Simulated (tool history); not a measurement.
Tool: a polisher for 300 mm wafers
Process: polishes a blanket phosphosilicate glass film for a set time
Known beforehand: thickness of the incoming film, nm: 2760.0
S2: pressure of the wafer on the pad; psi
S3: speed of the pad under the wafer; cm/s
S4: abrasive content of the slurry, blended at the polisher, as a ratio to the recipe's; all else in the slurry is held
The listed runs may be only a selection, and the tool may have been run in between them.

{"run": 1, "hour": 0.0, "flow of slurry (ml/min)": 245, "S2": 3.8, "S3": 90, "S4": 1, "polishing time (s)": 87, "film removed (angstrom)": 7586.7}
{"run": 2, "hour": 2.6, "flow of slurry (ml/min)": 245, "S2": 3.8, "S3": 108, "S4": 1, "polishing time (s)": 87, "film removed (angstrom)": 8628.2}
{"run": 3, "hour": 4.3, "flow of slurry (ml/min)": 280, "S2": 3.8, "S3": 108, "S4": 1, "polishing time (s)": 87, "film removed (angstrom)": 8832.4}
{"run": 4, "hour": 9.5, "flow of slurry (ml/min)": 280, "S2": 3.8, "S3": 108, "S4": 1, "polishing time (s)": 91, "film removed (angstrom)": 9206.9}
{"run": 5, "hour": 13.7, "flow of slurry (ml/min)": 280, "S2": 3.4, "S3": 102, "S4": 1, "polishing time (s)": 91, "film removed (angstrom)": 8062.8}
{"run": 6, "hour": 19.9, "flow of slurry (ml/min)": 280, "S2": 3.4, "S3": 102, "S4": 0.85, "polishing time (s)": 91, "film removed (angstrom)": 7157.1}
{"run": 7, "hour": 20.8, "flow of slurry (ml/min)": 280, "S2": 3, "S3": 100, "S4": 0.85, "polishing time (s)": 91, "film removed (angstrom)": 6311.7}
{"run": 8, "hour": 28.6, "flow of slurry (ml/min)": 280, "S2": 2.7, "S3": 100, "S4": 0.85, "polishing time (s)": 91, "film removed (angstrom)": 5782.2}
{"run": 9, "hour": 32.5, "flow of slurry (ml/min)": 280, "S2": 2.5, "S3": 100, "S4": 0.85, "polishing time (s)": 91, "film removed (angstrom)": 5343.6}
{"run": 10, "hour": 33.7, "flow of slurry (ml/min)": 275, "S2": 2.4, "S3": 100, "S4": 0.85, "polishing time (s)": 91, "film removed (angstrom)": 5147}
{"run": 11, "hour": 36.5, "flow of slurry (ml/min)": 235, "S2": 1.8, "S3": 100, "S4": 0.85, "polishing time (s)": 91, "film removed (angstrom)": 3839.3}

The next listed run, before its measurement:
{"run": 12, "hour": 38.6, "flow of slurry (ml/min)": 305, "S2": 1.9, "S3": 100, "S4": 0.85, "polishing time (s)": 91, "film removed (angstrom)": "?"}

{"run 12": {"film removed (angstrom)": 4127.3}}

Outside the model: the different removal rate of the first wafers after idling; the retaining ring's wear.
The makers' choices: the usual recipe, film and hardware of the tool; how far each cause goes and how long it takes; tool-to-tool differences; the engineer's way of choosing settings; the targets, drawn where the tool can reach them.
